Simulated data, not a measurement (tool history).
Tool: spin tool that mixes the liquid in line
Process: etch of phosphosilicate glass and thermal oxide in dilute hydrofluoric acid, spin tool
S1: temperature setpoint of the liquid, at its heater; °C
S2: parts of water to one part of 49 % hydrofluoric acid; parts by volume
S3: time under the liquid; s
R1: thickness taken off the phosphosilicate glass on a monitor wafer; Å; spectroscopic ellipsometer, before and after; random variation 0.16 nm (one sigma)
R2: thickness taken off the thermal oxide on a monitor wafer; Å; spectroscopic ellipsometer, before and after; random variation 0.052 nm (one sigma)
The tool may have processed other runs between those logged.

Run 1, hour 0: S1 23 °C, S2 185 parts by volume, S3 80 s. Result: R1 213.08 Å, R2 17.695 Å.
Run 2, hour 3.6: S1 23 °C, S2 185 parts by volume, S3 65 s. Result: R1 171.98 Å, R2 15.094 Å.
Run 3, hour 4.9: S1 23 °C, S2 185 parts by volume, S3 100 s. Result: R1 263.4 Å, R2 22.13 Å.
Run 4, hour 12.9: S1 23 °C, S2 185 parts by volume, S3 135 s. Result: R1 356.33 Å, R2 29.881 Å.
Run 5, hour 15: S1 23 °C, S2 145 parts by volume, S3 135 s. Result: R1 481.42 Å, R2 40.924 Å.
Run 6, hour 21.3: S1 23 °C, S2 145 parts by volume, S3 105 s. Result: R1 371.06 Å, R2 30.837 Å.
Run 7, hour 27.4: S1 22 °C, S2 145 parts by volume, S3 105 s. Result: R1 355.97 Å, R2 30.095 Å.

Predict the results of run 8:
Run 8, hour 36.2: S1 21 °C, S2 145 parts by volume, S3 105 s. Result: R1 ?, R2 ?.

R1: 341.58 Å
R2: 29.671 Å

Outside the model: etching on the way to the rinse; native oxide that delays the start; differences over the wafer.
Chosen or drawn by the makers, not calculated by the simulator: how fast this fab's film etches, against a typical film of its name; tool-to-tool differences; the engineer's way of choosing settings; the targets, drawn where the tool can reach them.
